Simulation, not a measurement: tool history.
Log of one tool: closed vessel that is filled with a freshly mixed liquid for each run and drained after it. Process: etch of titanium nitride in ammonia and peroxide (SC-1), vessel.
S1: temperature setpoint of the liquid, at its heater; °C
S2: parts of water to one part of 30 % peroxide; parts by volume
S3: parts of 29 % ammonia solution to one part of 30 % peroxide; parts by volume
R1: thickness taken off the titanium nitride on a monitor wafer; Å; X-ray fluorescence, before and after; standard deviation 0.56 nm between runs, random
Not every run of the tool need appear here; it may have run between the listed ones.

{"run": 1, "day": 0.0, "S1": 57, "S2": 25, "S3": 0.55, "time in the liquid (s)": 855, "R1": 806.83}
{"run": 2, "day": 0.171, "S1": 57, "S2": 21.5, "S3": 0.55, "time in the liquid (s)": 855, "R1": 898.57}
{"run": 3, "day": 0.517, "S1": 57, "S2": 21.5, "S3": 0.55, "time in the liquid (s)": 915, "R1": 959.4}
{"run": 4, "day": 0.575, "S1": 55.5, "S2": 21.5, "S3": 0.55, "time in the liquid (s)": 915, "R1": 860.16}
{"run": 5, "day": 0.675, "S1": 55, "S2": 21.5, "S3": 0.55, "time in the liquid (s)": 915, "R1": 836.13}
{"run": 6, "day": 0.85, "S1": 54.5, "S2": 21.5, "S3": 0.55, "time in the liquid (s)": 915, "R1": 798.27}
{"run": 7, "day": 1.204, "S1": 54, "S2": 21.5, "S3": 0.55, "time in the liquid (s)": 915, "R1": 786.16}

Predict the results of run 8:
{"run": 8, "day": 1.442, "S1": 53.5, "S2": 21.5, "S3": 0.55, "time in the liquid (s)": 915, "R1": "?"}

Run 8 yielded R1 760.15 Å.
